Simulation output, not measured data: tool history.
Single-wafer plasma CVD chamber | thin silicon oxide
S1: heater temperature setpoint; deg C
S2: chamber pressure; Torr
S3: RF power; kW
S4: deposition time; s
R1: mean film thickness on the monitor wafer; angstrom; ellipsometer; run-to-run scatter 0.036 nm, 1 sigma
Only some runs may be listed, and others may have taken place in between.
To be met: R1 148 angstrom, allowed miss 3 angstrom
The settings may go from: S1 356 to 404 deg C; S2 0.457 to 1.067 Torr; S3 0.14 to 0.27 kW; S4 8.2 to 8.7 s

run  hour   S1     S2     S3   S4      R1
  1     0  380  0.762  0.205  8.7  123.26
  2   2.6  380  0.783  0.205  8.7  126.52
  3   8.5  380  0.801  0.205  8.7   129.5
  4  15.8  380  0.817  0.205  8.7   131.7
  5  23.7  380  0.817   0.23  8.7  137.32
  6  32.3  380  0.687   0.23  8.7  116.08
  7  36.2  380  0.715   0.23  8.7  121.37
  8  41.6  380  0.715   0.23  8.7   120.7
  9  43.3  380  0.739   0.23  8.7  124.72
 10  43.8  380  0.759   0.23  8.7  129.11

Consider the 4 candidate settings below. Which is the only one whose results all fall within their allowed miss of target?
  A  44.3  381  0.729  0.215  8.2   ?
  B  44.3  386  0.907  0.195  8.7   ?
  C  44.3  375  0.854  0.245  8.7   ?
  D  44.3  387   0.78   0.27  8.7   ?

move      R1
   A  113.04
   B  140.44
   C  146.81
   D  138.94
A: the biggest miss grows against the last run
B: an improvement on the last run, though not all results are within tolerance
C: meets every target
D: an improvement on the last run, though not all results are within tolerance
C is the move that brings every result within its allowed miss.

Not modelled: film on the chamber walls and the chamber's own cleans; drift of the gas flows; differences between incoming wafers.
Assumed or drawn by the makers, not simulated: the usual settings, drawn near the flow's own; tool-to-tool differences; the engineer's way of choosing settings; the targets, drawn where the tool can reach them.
